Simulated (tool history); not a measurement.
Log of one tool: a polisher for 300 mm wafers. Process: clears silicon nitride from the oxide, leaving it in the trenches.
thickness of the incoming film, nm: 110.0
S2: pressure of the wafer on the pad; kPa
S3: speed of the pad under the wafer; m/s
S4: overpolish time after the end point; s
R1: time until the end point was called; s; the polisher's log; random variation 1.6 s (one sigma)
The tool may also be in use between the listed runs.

Run 1, day 0: flow of slurry (ml/min) 215, S2 19.3 kPa, S3 1.28 m/s, S4 37 s. Result: R1 100.68 s.
Run 2, day 0.1: flow of slurry (ml/min) 260, S2 19.3 kPa, S3 1.28 m/s, S4 37 s. Result: R1 98.256 s.
Run 3, day 0.15: flow of slurry (ml/min) 255, S2 17.2 kPa, S3 1.26 m/s, S4 37 s. Result: R1 113.25 s.
Run 4, day 0.229: flow of slurry (ml/min) 255, S2 17.2 kPa, S3 1 m/s, S4 37 s. Result: R1 138.02 s.
Run 5, day 0.446: flow of slurry (ml/min) 255, S2 16.5 kPa, S3 1 m/s, S4 37 s. Result: R1 141.46 s.
Run 6, day 0.467: flow of slurry (ml/min) 255, S2 16.5 kPa, S3 1 m/s, S4 37 s. Result: R1 142.01 s.
Run 7, day 0.712: flow of slurry (ml/min) 255, S2 15.9 kPa, S3 1 m/s, S4 37 s. Result: R1 149.6 s.
Run 8, day 0.979: flow of slurry (ml/min) 230, S2 10.3 kPa, S3 1 m/s, S4 37 s. Result: R1 228.51 s.
Run 9, day 1.275: flow of slurry (ml/min) 240, S2 10.3 kPa, S3 1 m/s, S4 37 s. Result: R1 225.68 s.

Forecast run 10:
Run 10, day 1.621: flow of slurry (ml/min) 275, S2 13.1 kPa, S3 1 m/s, S4 37 s. Result: R1 ?.

{"run 10": {"R1": 177.01}}
